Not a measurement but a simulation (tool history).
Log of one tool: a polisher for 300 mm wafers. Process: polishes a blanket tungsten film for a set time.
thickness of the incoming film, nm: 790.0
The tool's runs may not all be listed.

| run | hour | flow of slurry (ml/min) | pressure of the wafer on the pad (kPa) | speed of the pad under the wafer (cm/s) | abrasive content of the slurry | polishing time (s) | film removed (angstrom) |
|---|---|---|---|---|---|---|---|
| 1 | 0.0 | 300 | 26.9 | 142 | 1.0 | 46 | 3707.4 |
| 2 | 7.3 | 240 | 26.9 | 142 | 1.0 | 46 | 3628.3 |
| 3 | 15.4 | 240 | 29.0 | 142 | 1.0 | 46 | 3795.6 |
| 4 | 19.8 | 205 | 29.0 | 142 | 1.0 | 46 | 3710.0 |
| 5 | 25.4 | 255 | 29.0 | 142 | 1.0 | 46 | 3850.3 |
| 6 | 30.7 | 310 | 29.0 | 142 | 1.0 | 46 | 3949.8 |
| 7 | 37.4 | 310 | 31.0 | 142 | 1.0 | 46 | 4212.7 |

Forecast run 8:
| 8 | 44.3 | 310 | 32.4 | 142 | 1.0 | 46 | ? |

{"run 8": {"film removed (angstrom)": 4312.9}}
